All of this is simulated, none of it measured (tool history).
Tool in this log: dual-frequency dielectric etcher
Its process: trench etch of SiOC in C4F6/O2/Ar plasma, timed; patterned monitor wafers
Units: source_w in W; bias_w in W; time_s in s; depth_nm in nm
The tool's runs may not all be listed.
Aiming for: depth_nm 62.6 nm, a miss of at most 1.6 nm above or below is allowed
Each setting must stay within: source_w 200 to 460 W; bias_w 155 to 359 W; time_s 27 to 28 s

run  hour  source_w  bias_w  time_s  depth_nm
  1     0       330     257      27    57.218
  2   1.6       280     257      27    51.824
  3    10       280     257      27    51.713
  4  11.6       280     257      28    53.697
  5  18.8       250     257      28    49.979
  6  25.9       280     260      28    53.991
     30.8  -- wet clean of the chamber
  7  30.8       300     263      28    54.446
  8  31.7       320     260      28    56.368
  9  39.9       340     264      28    58.824
 10    46       350     266      28    59.866

Which single option among these 5 for the next run brings every result within its allowed miss of target? Just one does.
  A  52.1       340     271      27         ?
  B  52.1       380     275    27.5         ?
  C  52.1       360     257      27         ?
  D  52.1       340     272    27.5         ?
  E  52.1       400     274      28         ?

move  depth_nm
   A    56.962
   B    61.985
   C    57.678
   D    58.094
   E    64.766
A: lands further from the targets than the last run did
B: all results in spec
C: lands further from the targets than the last run did
D: lands further from the targets than the last run did
E: the result that was furthest off in the last run now lies on the other side of its target
Correct choice: B, which meets every target

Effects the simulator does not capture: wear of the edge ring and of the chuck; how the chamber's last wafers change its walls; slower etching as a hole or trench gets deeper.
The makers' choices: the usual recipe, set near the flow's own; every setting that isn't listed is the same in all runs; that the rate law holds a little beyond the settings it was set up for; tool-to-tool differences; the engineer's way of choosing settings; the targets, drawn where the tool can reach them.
